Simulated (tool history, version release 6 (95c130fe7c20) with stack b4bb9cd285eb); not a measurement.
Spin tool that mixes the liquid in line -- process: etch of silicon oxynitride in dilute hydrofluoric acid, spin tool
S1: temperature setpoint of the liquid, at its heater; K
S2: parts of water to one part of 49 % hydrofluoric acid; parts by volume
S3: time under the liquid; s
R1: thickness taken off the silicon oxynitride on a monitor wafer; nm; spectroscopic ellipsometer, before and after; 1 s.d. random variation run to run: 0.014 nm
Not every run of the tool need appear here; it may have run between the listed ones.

run  hour      S1   S2  S3       R1
  1   0.0  299.15  115  20  0.93418
  2   4.5  301.15   95  20  1.25320
  3  10.8  301.15   95  20  1.26040
  4  19.4  301.15   95  15  0.94243
  5  21.3  301.15   70  15  1.30050
  6  25.3  301.15   55  15  1.70350
  7  29.9  302.15   45  15  2.20340

For run 8, what comes out?
  8  35.3  302.65  45  15   ?

{"run 8": {"R1": 2.2321}}
